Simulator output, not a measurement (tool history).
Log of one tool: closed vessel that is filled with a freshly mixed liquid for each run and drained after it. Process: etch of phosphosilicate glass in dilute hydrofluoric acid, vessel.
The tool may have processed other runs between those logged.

run,hour,temperature setpoint of the liquid (C),parts of water to one part of 49 % hydrofluoric acid (parts by volume),time in the liquid (s),thickness taken off the phosphosilicate glass on a monitor wafer (angstrom)
1,0.0,21.0,70,90,1626.9
2,0.9,22.5,60,90,2063.3
3,8.7,22.5,35,90,3626.7
4,11.4,23.5,35,90,3779.3
5,14.4,23.5,25,90,5345.6
# hour 15.4: hydrofluoric acid flow meter replaced
6,15.4,26.0,25,90,5546.3
7,20.6,25.0,25,90,5200.0

Forecast run 8:
8,23.6,21.5,25,90,?

Run 8 gave thickness taken off the phosphosilicate glass on a monitor wafer (angstrom) 4599.3.
